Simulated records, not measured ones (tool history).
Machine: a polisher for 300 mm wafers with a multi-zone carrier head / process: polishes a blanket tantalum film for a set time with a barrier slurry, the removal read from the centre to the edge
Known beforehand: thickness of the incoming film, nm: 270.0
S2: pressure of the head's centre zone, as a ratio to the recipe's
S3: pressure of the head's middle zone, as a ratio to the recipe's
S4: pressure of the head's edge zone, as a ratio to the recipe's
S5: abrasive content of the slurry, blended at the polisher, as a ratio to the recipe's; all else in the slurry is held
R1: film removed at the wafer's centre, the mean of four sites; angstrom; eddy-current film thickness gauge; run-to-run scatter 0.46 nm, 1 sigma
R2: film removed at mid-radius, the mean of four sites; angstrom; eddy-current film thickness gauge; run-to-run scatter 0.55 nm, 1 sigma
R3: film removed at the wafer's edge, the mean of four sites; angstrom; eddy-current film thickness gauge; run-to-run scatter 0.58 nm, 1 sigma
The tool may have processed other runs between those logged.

run 1 hour=0 | flow_of_slurry_(ml/min)=200 S2=1 S3=1 S4=1 S5=1 polishing_time_(s)=60 | R1=910.92 R2=861.57 R3=849.19
run 2 hour=5.4 | flow_of_slurry_(ml/min)=200 S2=1 S3=1 S4=1 S5=1.1 polishing_time_(s)=60 | R1=948.94 R2=898.96 R3=888.06
run 3 hour=14 | flow_of_slurry_(ml/min)=200 S2=1 S3=1 S4=1 S5=0.9 polishing_time_(s)=60 | R1=854.83 R2=819.85 R3=818.27
run 4 hour=20.4 | flow_of_slurry_(ml/min)=200 S2=1 S3=1 S4=1.07 S5=0.9 polishing_time_(s)=60 | R1=865.4 R2=810.26 R3=835.76
run 5 hour=26.5 | flow_of_slurry_(ml/min)=195 S2=0.99 S3=1.01 S4=1.03 S5=0.85 polishing_time_(s)=60 | R1=829.66 R2=798.3 R3=803.52
run 6 hour=27 | flow_of_slurry_(ml/min)=185 S2=0.98 S3=1.03 S4=1.01 S5=0.85 polishing_time_(s)=60 | R1=810.76 R2=796.06 R3=777.36
-- hour=35.4 centre zone pressure recalibrated
run 7 hour=35.4 | flow_of_slurry_(ml/min)=180 S2=0.96 S3=1.05 S4=1.01 S5=0.85 polishing_time_(s)=60 | R1=766.3 R2=822.59 R3=775.05
run 8 hour=36.1 | flow_of_slurry_(ml/min)=175 S2=0.96 S3=1.06 S4=0.99 S5=0.85 polishing_time_(s)=60 | R1=761.05 R2=809.27 R3=768.92
run 9 hour=44.2 | flow_of_slurry_(ml/min)=170 S2=0.92 S3=1.16 S4=0.89 S5=0.8 polishing_time_(s)=60 | R1=702.68 R2=848.42 R3=700.87

Expected results for the next run?
run 10 hour=48.7 | flow_of_slurry_(ml/min)=170 S2=0.92 S3=1.15 S4=0.89 S5=0.8 polishing_time_(s)=60 | R1=? R2=? R3=?

{"run 10": {"R1": 702.34, "R2": 850.07, "R3": 708.17}}
